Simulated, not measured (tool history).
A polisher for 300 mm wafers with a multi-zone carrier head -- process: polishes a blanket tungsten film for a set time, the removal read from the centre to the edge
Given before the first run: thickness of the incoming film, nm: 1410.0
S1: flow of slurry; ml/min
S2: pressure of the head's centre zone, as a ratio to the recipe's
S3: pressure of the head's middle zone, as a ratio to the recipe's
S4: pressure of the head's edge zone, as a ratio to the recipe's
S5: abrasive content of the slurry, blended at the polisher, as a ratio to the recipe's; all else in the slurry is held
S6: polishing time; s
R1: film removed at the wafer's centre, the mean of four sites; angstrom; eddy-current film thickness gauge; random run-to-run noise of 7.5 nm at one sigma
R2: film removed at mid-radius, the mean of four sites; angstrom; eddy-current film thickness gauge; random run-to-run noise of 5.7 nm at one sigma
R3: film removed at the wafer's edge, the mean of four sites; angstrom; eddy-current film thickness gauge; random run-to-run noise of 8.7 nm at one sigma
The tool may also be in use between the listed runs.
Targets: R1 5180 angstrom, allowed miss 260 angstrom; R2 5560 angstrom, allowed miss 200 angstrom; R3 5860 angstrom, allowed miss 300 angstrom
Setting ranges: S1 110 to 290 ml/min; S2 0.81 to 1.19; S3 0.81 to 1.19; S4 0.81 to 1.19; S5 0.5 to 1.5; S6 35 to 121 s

run	hour	S1	S2	S3	S4	S5	S6	R1	R2	R3
1	0	185	1	1	1	1	78	4566.5	4404.2	4523.1
2	8.4	185	1	1	1	1	64	3520.8	3691	3642.3
3	12.9	185	1	1	1	0.85	64	3434.7	3498.6	3683.9
4	18.3	185	1	1	1	0.85	53	2920.4	2893.3	2979.1
5	21	185	1.07	1	1	0.85	53	3162.2	2879.9	2901
6	23.1	185	1.07	1	1	0.7	53	2996.5	2802.5	2840.9
7	26.2	190	1.05	1	1.02	0.8	57	3236.4	3130.7	3105.3
8	32.6	185	1.03	1	1.03	0.85	62	3492.1	3376	3450.3
9	39.8	185	1.01	1	1.03	0.9	65	3667.2	3647.2	3792.8
10	47.5	225	1.02	1.09	1.11	1.15	75	4758.9	4902.6	4858.8
11	54.2	225	1.01	1.09	1.12	1.2	75	4660.3	4880.9	4982.1
12	59.1	225	1.01	1.09	1.13	1.25	75	4687.8	5018.5	4845.9
13	63.3	230	1.01	1.09	1.14	1.25	76	4735.8	5012.3	4981.6
14	70.6	235	1	1.09	1.15	1.25	77	4910.4	5244.2	5100.9
15	74.9	220	1.01	1.1	1.16	1.25	78	4749.5	5241.3	5398.5
16	78.9	220	1.01	1.1	1.16	1.25	78	4809.6	5143.1	5177.4
17	83.2	215	1.01	1.1	1.16	1.25	79	4880.2	5196.8	5327.6
18	85.7	215	1.01	1.1	1.16	1.25	79	4926.5	5245.5	5301.9
19	94.7	210	1.01	1.1	1.16	1.25	80	4965	5277.5	5291.8
20	96.9	215	1	1.09	1.16	1.25	81	5137.1	5392	5344.9
21	98.7	215	1.01	1.1	1.16	1.25	81	4982.1	5343.2	5498.2
22	101.3	215	1.03	1.12	1.18	1.25	82	5206.7	5594.7	5540.4
23	102.9	210	1.02	1.11	1.18	1.25	82	5154.6	5468	5392.2
24	107	210	1.01	1.1	1.18	1.3	82	5155	5425.5	5613.6

Consider the 5 candidate settings below. Which is the only one whose results all fall within their allowed miss of target?
A	111.1	255	1.06	1.04	1.12	1.4	77	?	?	?
B	111.1	140	0.92	0.95	1.19	1.5	90	?	?	?
C	111.1	110	0.94	0.91	1.19	1.5	101	?	?	?
D	111.1	175	0.99	1.08	1.19	1.5	84	?	?	?
E	111.1	220	0.99	1.19	1.17	1.2	80	?	?	?

move	R1	R2	R3
A	5284.8	5002.3	5270.2
B	4850.4	4972.3	5998.7
C	5151.6	5033.2	6428.7
D	5142	5418	5780.2
E	4846.7	5523.7	5314.4
A: its largest miss is bigger than the last run's
B: corrects the largest miss of the last run, while another result sits out of spec
C: the result that was furthest off in the last run now lies on the other side of its target
D: hits every target within its allowed miss
E: its largest miss is bigger than the last run's
Correct choice: D, which meets every target

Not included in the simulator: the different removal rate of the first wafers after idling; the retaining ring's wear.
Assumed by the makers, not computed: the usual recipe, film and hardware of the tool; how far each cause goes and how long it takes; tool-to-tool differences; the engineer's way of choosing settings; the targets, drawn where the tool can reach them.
